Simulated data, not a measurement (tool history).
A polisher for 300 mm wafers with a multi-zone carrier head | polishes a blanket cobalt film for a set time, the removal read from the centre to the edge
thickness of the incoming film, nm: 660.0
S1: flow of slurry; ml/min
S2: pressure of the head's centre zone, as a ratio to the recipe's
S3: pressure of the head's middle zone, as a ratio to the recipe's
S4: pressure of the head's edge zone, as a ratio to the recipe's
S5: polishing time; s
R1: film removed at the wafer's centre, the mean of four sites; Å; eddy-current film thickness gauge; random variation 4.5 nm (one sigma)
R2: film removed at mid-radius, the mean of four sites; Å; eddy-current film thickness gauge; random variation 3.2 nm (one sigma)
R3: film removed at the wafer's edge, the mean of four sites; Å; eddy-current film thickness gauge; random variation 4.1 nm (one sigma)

| run | day | S1 | S2 | S3 | S4 | S5 | R1 | R2 | R3 |
|---|---|---|---|---|---|---|---|---|---|
| 1 | 0.000 | 210 | 1.00 | 1.00 | 1.00 | 46 | 2412.8 | 2545.7 | 2479.5 |
| 2 | 0.354 | 210 | 1.08 | 1.00 | 1.00 | 46 | 2651.8 | 2533.4 | 2477.8 |
| 3 | 0.729 | 190 | 1.08 | 1.00 | 1.00 | 46 | 2625.8 | 2493.0 | 2431.7 |
| 4 | 1.004 | 200 | 1.07 | 0.99 | 1.02 | 47 | 2665.9 | 2506.2 | 2531.4 |
| 5 | 1.371 | 205 | 1.06 | 0.99 | 1.04 | 48 | 2689.5 | 2595.6 | 2561.1 |
| 6 | 1.504 | 200 | 1.04 | 0.97 | 1.05 | 50 | 2715.1 | 2657.8 | 2755.3 |
| 7 | 1.579 | 200 | 1.04 | 0.96 | 1.06 | 51 | 2736.8 | 2722.1 | 2772.6 |
| 8 | 1.892 | 200 | 1.04 | 0.94 | 1.08 | 52 | 2876.5 | 2735.5 | 2893.4 |
| 9 | 2.042 | 205 | 1.03 | 0.93 | 1.09 | 53 | 2875.9 | 2752.0 | 2989.1 |
| 10 | 2.412 | 210 | 1.02 | 0.92 | 1.10 | 54 | 2939.2 | 2779.9 | 3015.3 |
| 11 | 2.546 | 205 | 1.01 | 0.91 | 1.11 | 55 | 2954.5 | 2799.5 | 3081.0 |
| 12 | 2.767 | 205 | 1.00 | 0.90 | 1.12 | 56 | 2998.9 | 2849.7 | 3234.7 |
| 13 | 2.925 | 205 | 1.00 | 0.90 | 1.13 | 56 | 2990.1 | 2840.0 | 3227.8 |

Forecast run 14:
| 14 | 3.129 | 205 | 1.00 | 0.90 | 1.14 | 56 | ? | ? | ? |

Run 14 gave R1 2982.5 Å, R2 2817.2 Å, R3 3163.0 Å.
